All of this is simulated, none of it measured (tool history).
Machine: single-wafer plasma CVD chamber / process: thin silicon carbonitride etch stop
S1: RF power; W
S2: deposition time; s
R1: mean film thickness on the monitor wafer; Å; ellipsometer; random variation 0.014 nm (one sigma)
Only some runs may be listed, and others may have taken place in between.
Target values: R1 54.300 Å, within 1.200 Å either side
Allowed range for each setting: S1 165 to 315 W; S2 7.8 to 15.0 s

run	hour	S1	S2	R1
1	0.0	240	11.4	64.136
2	6.6	210	11.4	62.343
3	10.3	205	11.0	59.654
4	18.5	205	11.8	64.214
5	27.1	230	11.8	66.160
6	28.5	230	10.4	58.461
7	33.0	220	10.3	57.265
8	41.6	215	10.2	55.930
9	43.2	210	10.2	55.783

Which of these 5 next moves meets every target?
A	44.8	200	10.8	?
B	44.8	250	10.1	?
C	44.8	190	10.8	?
D	44.8	190	10.2	?
E	44.8	220	10.7	?

move	R1
A	58.214
B	57.657
C	57.466
D	54.274
E	59.093
A: its largest miss is bigger than the last run's
B: its largest miss is bigger than the last run's
C: its largest miss is bigger than the last run's
D: all results in spec
E: its largest miss is bigger than the last run's
Correct choice: D, which meets every target
